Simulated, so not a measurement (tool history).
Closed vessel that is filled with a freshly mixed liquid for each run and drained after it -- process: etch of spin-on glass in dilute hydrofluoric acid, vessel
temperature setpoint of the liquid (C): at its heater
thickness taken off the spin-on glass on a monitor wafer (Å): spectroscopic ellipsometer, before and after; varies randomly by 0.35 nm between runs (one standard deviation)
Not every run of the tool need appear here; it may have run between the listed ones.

run,day,temperature setpoint of the liquid (C),parts of water to one part of 49 % hydrofluoric acid (parts by volume),time in the liquid (s),thickness taken off the spin-on glass on a monitor wafer (Å)
1,0.000,26.0,150,350,501.00
2,0.212,27.5,150,350,527.40
3,0.550,28.0,150,350,531.54
4,0.862,28.0,120,350,690.01
5,1.162,29.5,120,350,731.67
6,1.208,29.5,120,375,790.57

What does the tool deliver on the next run?
7,1.554,27.0,120,375,?

{"run 7": {"thickness taken off the spin-on glass on a monitor wafer (Å)": 712.61}}
